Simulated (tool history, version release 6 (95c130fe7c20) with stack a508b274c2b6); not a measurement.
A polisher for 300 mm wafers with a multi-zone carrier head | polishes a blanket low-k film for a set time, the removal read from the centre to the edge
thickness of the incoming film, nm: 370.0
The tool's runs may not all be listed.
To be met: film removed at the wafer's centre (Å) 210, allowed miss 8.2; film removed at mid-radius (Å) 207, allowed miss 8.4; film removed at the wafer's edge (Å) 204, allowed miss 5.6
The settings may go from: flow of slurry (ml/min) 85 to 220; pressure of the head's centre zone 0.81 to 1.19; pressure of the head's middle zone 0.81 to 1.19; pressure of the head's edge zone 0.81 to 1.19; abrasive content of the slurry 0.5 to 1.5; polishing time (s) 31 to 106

run,hour,flow of slurry (ml/min),pressure of the head's centre zone,pressure of the head's middle zone,pressure of the head's edge zone,abrasive content of the slurry,polishing time (s),film removed at the wafer's centre (Å),film removed at mid-radius (Å),film removed at the wafer's edge (Å)
1,0,140,1,1,1,1,68,249.72,245.08,244.84
2,5.2,140,1.08,1,1,1,68,275.11,245.9,245.15
3,10.8,130,1.04,0.99,0.96,0.95,68,246.75,236.1,227.68
4,12.2,130,1.04,0.99,0.96,0.95,82,296.16,278.88,274.35
5,16.3,120,1.02,0.95,0.92,0.85,82,267.96,256.98,254.74
6,19,120,1.02,0.95,0.85,0.85,82,272.88,254.93,247.42
7,23.8,115,1.01,0.94,0.84,0.75,82,252.04,232.44,226.76
8,31.3,110,0.99,0.94,0.84,0.7,82,232.38,224.26,215.91
9,32.3,105,0.98,0.93,0.83,0.7,82,225.25,218.18,212.51
10,35,100,0.98,0.93,0.83,0.7,82,223.8,221.84,210.46

Which of these 5 next moves meets every target?
A,37.7,85,1.12,1.01,0.81,0.85,73,?,?,?
B,37.7,110,0.99,0.94,0.81,0.75,72,?,?,?
C,37.7,125,0.97,0.93,0.89,0.65,77,?,?,?
D,37.7,135,1,0.96,0.81,0.9,66,?,?,?
E,37.7,85,0.86,1.04,0.86,0.9,79,?,?,?

move,film removed at the wafer's centre (Å),film removed at mid-radius (Å),film removed at the wafer's edge (Å)
A,229.68,217,199.72
B,208.3,209.08,196.44
C,210.21,212.74,207.78
D,224.93,225.09,204.97
E,195.88,246.91,228.14
A: further off than the last run
B: brings the result that was furthest off to its target, and leaves another outside
C: meets every target
D: further off than the last run
E: further off than the last run
The right move is C.

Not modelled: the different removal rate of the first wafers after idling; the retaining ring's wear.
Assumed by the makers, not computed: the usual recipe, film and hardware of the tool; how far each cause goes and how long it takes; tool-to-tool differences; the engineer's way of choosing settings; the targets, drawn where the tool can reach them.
